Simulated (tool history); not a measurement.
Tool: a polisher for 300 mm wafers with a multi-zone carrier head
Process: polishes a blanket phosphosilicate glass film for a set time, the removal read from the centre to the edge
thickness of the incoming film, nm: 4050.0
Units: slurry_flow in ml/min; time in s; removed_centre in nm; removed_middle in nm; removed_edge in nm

run	hour	slurry_flow	centre_zone	middle_zone	edge_zone	slurry_solids	time	removed_centre	removed_middle	removed_edge
1	0.0	225	1.00	1.00	1.00	1.00	74	725.16	736.26	743.67
2	6.5	225	1.00	1.00	1.07	1.00	74	729.84	725.11	768.63
3	12.7	225	1.00	1.00	1.07	1.00	57	558.59	558.48	600.31
4	20.9	225	1.00	1.00	1.07	1.00	45	438.40	448.43	473.27
5	29.7	265	1.00	1.00	1.07	1.00	45	458.37	462.56	482.80
6	35.0	265	1.03	1.03	1.08	1.10	45	488.57	495.78	511.07
7	40.8	270	1.07	1.06	1.09	1.15	45	517.27	523.91	526.38

Run 8 comes next. What will it give?
8	44.5	275	1.10	1.08	1.10	1.20	45	?	?	?

{"run 8": {"removed_centre": 543.55, "removed_middle": 528.06, "removed_edge": 537.31}}
